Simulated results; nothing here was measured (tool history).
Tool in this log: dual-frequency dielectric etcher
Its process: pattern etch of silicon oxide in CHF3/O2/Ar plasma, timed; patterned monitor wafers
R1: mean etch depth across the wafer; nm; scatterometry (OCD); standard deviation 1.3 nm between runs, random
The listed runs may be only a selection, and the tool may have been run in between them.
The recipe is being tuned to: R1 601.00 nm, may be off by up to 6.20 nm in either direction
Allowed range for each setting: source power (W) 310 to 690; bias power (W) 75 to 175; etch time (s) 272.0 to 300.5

{"run": 1, "hour": 0.0, "source power (W)": 500, "bias power (W)": 125, "etch time (s)": 300.5, "R1": 512.51}
{"run": 2, "hour": 2.1, "source power (W)": 500, "bias power (W)": 139, "etch time (s)": 300.5, "R1": 533.16}
{"run": 3, "hour": 4.5, "source power (W)": 530, "bias power (W)": 139, "etch time (s)": 300.5, "R1": 547.96}
{"run": 4, "hour": 7.5, "source power (W)": 580, "bias power (W)": 139, "etch time (s)": 300.5, "R1": 573.59}
{"run": 5, "hour": 11.5, "source power (W)": 590, "bias power (W)": 139, "etch time (s)": 300.5, "R1": 577.31}
{"hour": 13.6, "done": "wet clean of the chamber"}
{"run": 6, "hour": 13.6, "source power (W)": 590, "bias power (W)": 131, "etch time (s)": 300.5, "R1": 549.65}
{"run": 7, "hour": 15.3, "source power (W)": 610, "bias power (W)": 132, "etch time (s)": 300.5, "R1": 562.5}
{"run": 8, "hour": 18.6, "source power (W)": 620, "bias power (W)": 133, "etch time (s)": 300.5, "R1": 570.81}
{"run": 9, "hour": 25.4, "source power (W)": 630, "bias power (W)": 133, "etch time (s)": 300.5, "R1": 574.59}
{"run": 10, "hour": 32.2, "source power (W)": 640, "bias power (W)": 133, "etch time (s)": 300.5, "R1": 575.57}
{"run": 11, "hour": 36.2, "source power (W)": 640, "bias power (W)": 133, "etch time (s)": 300.5, "R1": 577.81}
{"run": 12, "hour": 38.9, "source power (W)": 650, "bias power (W)": 133, "etch time (s)": 300.5, "R1": 582.19}
{"run": 13, "hour": 44.7, "source power (W)": 660, "bias power (W)": 133, "etch time (s)": 300.5, "R1": 582.26}
{"run": 14, "hour": 51.1, "source power (W)": 660, "bias power (W)": 133, "etch time (s)": 300.5, "R1": 584.58}

Of the 5 settings listed for the next run, only one would bring every result within its allowed miss of target. Which one?
{"run": "A", "hour": 57.5, "source power (W)": 680, "bias power (W)": 126, "etch time (s)": 290.0, "R1": "?"}
{"run": "B", "hour": 57.5, "source power (W)": 690, "bias power (W)": 122, "etch time (s)": 300.5, "R1": "?"}
{"run": "C", "hour": 57.5, "source power (W)": 600, "bias power (W)": 175, "etch time (s)": 300.5, "R1": "?"}
{"run": "D", "hour": 57.5, "source power (W)": 690, "bias power (W)": 145, "etch time (s)": 292.5, "R1": "?"}
{"run": "E", "hour": 57.5, "source power (W)": 660, "bias power (W)": 138, "etch time (s)": 296.5, "R1": "?"}

move=A R1=561.30
move=B R1=579.00
move=C R1=617.85
move=D R1=598.97
move=E R1=584.48
A: lands further from the targets than the last run did
B: lands further from the targets than the last run did
C: takes the result that was furthest off past its target
D: all results in spec
E: about as far from the targets as the last run
So the answer is move D, the one that meets all the targets.
